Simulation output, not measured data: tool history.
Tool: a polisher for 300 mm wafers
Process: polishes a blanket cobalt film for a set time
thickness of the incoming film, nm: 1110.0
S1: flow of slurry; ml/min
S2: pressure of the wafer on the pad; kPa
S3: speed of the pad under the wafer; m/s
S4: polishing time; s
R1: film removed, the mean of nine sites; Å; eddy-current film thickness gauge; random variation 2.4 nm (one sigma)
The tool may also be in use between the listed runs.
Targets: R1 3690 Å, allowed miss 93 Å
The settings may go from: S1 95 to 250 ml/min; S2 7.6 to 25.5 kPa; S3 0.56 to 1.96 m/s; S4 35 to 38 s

| run | hour | S1 | S2 | S3 | S4 | R1 |
|---|---|---|---|---|---|---|
| 1 | 0 | 160 | 16.5 | 1.26 | 38 | 2594.3 |
| 2 | 5.6 | 175 | 16.5 | 1.26 | 38 | 2665.3 |
| 3 | 10.7 | 175 | 16.5 | 1.26 | 38 | 2636.8 |
| 4 | 16.8 | 175 | 13.1 | 1.26 | 38 | 2112 |
| 5 | 22.4 | 175 | 11 | 1.26 | 38 | 1786.1 |
| 6 | 29.5 | 190 | 13.8 | 1.26 | 38 | 2214.7 |
| 7 | 35.9 | 195 | 15.9 | 1.26 | 38 | 2552.5 |
| 8 | 43.9 | 200 | 17.9 | 1.26 | 38 | 2924.3 |

4 next moves are on the table. One of them brings every result within its allowed miss. Which?
| A | 51.9 | 205 | 14.5 | 1.48 | 35 | ? |
| B | 51.9 | 145 | 17.9 | 1.14 | 38 | ? |
| C | 51.9 | 250 | 17.9 | 0.88 | 38 | ? |
| D | 51.9 | 195 | 18.6 | 1.58 | 37 | ? |

| move | R1 |
|---|---|
| A | 2548.5 |
| B | 2493.5 |
| C | 2109.8 |
| D | 3638.3 |
A: further off than the last run
B: further off than the last run
C: further off than the last run
D: meets every target
The right move is D.
